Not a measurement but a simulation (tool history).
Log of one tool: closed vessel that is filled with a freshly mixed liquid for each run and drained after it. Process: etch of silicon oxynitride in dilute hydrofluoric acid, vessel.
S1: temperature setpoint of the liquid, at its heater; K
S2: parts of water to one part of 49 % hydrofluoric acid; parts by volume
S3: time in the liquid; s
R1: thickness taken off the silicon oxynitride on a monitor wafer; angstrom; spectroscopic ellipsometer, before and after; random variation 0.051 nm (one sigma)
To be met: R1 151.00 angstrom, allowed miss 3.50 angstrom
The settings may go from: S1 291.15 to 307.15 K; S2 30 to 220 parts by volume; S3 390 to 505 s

run  hour      S1   S2   S3      R1
  1   0.0  299.15  125  505  219.28
  2   2.7  296.65  125  505  195.50
  3   5.7  298.15  125  505  208.26
  4   9.3  296.15  125  505  189.55
  5  11.4  296.15  160  505  145.39
  6  18.3  296.15  140  505  168.49
  7  27.4  296.15  140  505  168.52
     36.8  -- hydrofluoric acid flow meter replaced
  8  36.8  296.15  140  505  158.20
  9  44.8  295.65  140  505  154.69

Which of these 4 next moves meets every target?
  A  52.8  300.15  140  430   ?
  B  52.8  294.65  130  500   ?
  C  52.8  295.65  120  445   ?
  D  52.8  296.15  140  480   ?

move      R1
   A  162.76
   B  159.41
   C  162.38
   D  151.34
A: further off than the last run
B: further off than the last run
C: further off than the last run
D: meets every target
Move D is the one to make.

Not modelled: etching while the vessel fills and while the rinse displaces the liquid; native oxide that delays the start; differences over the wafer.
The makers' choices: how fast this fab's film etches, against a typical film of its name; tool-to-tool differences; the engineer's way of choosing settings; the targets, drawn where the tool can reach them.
